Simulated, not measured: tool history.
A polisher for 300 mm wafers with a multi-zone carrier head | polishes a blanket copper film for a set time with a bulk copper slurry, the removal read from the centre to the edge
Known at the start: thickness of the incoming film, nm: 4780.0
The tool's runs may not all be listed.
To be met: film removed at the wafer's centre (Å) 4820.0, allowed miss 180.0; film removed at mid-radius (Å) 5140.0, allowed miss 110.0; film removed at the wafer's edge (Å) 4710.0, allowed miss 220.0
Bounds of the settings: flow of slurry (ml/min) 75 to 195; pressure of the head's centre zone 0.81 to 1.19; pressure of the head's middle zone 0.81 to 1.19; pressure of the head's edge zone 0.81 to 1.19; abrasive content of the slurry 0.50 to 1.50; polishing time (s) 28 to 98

run  hour  flow of slurry (ml/min)  pressure of the head's centre zone  pressure of the head's middle zone  pressure of the head's edge zone  abrasive content of the slurry  polishing time (s)  film removed at the wafer's centre (Å)  film removed at mid-radius (Å)  film removed at the wafer's edge (Å)
  1   0.0                      125                                1.00                                1.00                              1.00                            1.00                  63                                  8804.0                          8114.0                                8346.6
  2   6.0                      125                                1.00                                0.93                              1.00                            1.00                  63                                  8863.3                          7572.7                                8317.3
  3   8.7                      125                                1.00                                0.93                              1.07                            1.00                  63                                  8757.7                          7644.6                                8300.5
  4  12.5                      125                                1.00                                0.87                              1.07                            1.00                  63                                  8833.4                          7202.2                                8299.0
  5  20.2                      125                                1.00                                0.90                              1.06                            0.95                  60                                  8341.2                          7005.5                                7728.5
     21.2  -- centre zone pressure recalibrated
  6  21.2                      145                                1.00                                0.90                              1.06                            0.95                  60                                  8350.7                          7204.5                                7990.3
  7  26.7                      145                                0.99                                0.92                              1.06                            0.90                  57                                  7663.0                          6810.6                                7569.0
  8  32.3                      140                                0.99                                0.95                              1.05                            0.85                  55                                  7253.7                          6656.1                                7077.4
  9  33.5                      105                                0.89                                0.97                              0.95                            0.60                  45                                  4638.3                          4882.8                                4992.9
 10  37.0                      110                                0.89                                0.98                              0.94                            0.60                  45                                  4672.0                          4989.1                                4971.4
 11  41.4                      110                                0.89                                0.98                              0.93                            0.60                  45                                  4604.3                          4997.1                                4998.7
 12  50.1                      110                                0.90                                0.98                              0.92                            0.60                  45                                  4579.2                          5010.2                                4971.8
 13  51.6                      110                                0.92                                0.98                              0.91                            0.60                  45                                  4686.6                          4991.1                                4877.7

Which of these 5 next moves meets every target?
  A  53.1                      100                                0.87                                1.00                              0.91                            0.60                  45                                       ?                               ?                                     ?
  B  53.1                      105                                0.83                                0.98                              1.03                            0.75                  45                                       ?                               ?                                     ?
  C  53.1                       95                                0.89                                0.99                              0.91                            0.60                  46                                       ?                               ?                                     ?
  D  53.1                       95                                0.92                                1.07                              0.95                            0.50                  45                                       ?                               ?                                     ?
  E  53.1                      105                                0.96                                1.06                              0.84                            0.55                  45                                       ?                               ?                                     ?

move  film removed at the wafer's centre (Å)  film removed at mid-radius (Å)  film removed at the wafer's edge (Å)
   A                                  4419.1                          4904.6                                4706.6
   B                                  4470.4                          5104.4                                5196.1
   C                                  4531.5                          4886.5                                4757.1
   D                                  4439.6                          4941.7                                4571.9
   E                                  4891.9                          5149.2                                4546.9
A: further off than the last run
B: brings the result that was furthest off to its target, and leaves another outside
C: further off than the last run
D: further off than the last run
E: meets every target
Move E is the one to make.
